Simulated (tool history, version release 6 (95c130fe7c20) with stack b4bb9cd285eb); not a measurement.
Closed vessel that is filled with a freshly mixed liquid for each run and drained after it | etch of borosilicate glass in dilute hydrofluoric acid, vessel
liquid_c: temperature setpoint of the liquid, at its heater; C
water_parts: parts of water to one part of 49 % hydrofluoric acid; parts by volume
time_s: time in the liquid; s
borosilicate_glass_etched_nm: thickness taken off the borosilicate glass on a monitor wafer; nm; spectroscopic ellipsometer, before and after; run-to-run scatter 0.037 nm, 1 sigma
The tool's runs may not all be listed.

{"run": 1, "day": 0.0, "liquid_c": 24.0, "water_parts": 265, "time_s": 60, "borosilicate_glass_etched_nm": 5.1197}
{"run": 2, "day": 0.146, "liquid_c": 25.5, "water_parts": 260, "time_s": 60, "borosilicate_glass_etched_nm": 5.4725}
{"run": 3, "day": 0.438, "liquid_c": 26.5, "water_parts": 255, "time_s": 60, "borosilicate_glass_etched_nm": 5.8547}
{"run": 4, "day": 0.712, "liquid_c": 27.5, "water_parts": 250, "time_s": 60, "borosilicate_glass_etched_nm": 6.2156}
{"run": 5, "day": 0.925, "liquid_c": 30.5, "water_parts": 250, "time_s": 60, "borosilicate_glass_etched_nm": 6.932}
{"run": 6, "day": 1.004, "liquid_c": 30.5, "water_parts": 330, "time_s": 60, "borosilicate_glass_etched_nm": 4.7204}
{"run": 7, "day": 1.283, "liquid_c": 31.0, "water_parts": 315, "time_s": 60, "borosilicate_glass_etched_nm": 5.1529}
{"run": 8, "day": 1.308, "liquid_c": 31.0, "water_parts": 300, "time_s": 60, "borosilicate_glass_etched_nm": 5.4892}
{"run": 9, "day": 1.612, "liquid_c": 31.0, "water_parts": 290, "time_s": 60, "borosilicate_glass_etched_nm": 5.7605}
{"run": 10, "day": 1.958, "liquid_c": 31.0, "water_parts": 280, "time_s": 60, "borosilicate_glass_etched_nm": 6.0274}
{"run": 11, "day": 2.071, "liquid_c": 31.0, "water_parts": 270, "time_s": 60, "borosilicate_glass_etched_nm": 6.3092}

Forecast run 12:
{"run": 12, "day": 2.425, "liquid_c": 32.0, "water_parts": 235, "time_s": 60, "borosilicate_glass_etched_nm": "?"}

Run 12 gave borosilicate_glass_etched_nm 7.7655 nm.

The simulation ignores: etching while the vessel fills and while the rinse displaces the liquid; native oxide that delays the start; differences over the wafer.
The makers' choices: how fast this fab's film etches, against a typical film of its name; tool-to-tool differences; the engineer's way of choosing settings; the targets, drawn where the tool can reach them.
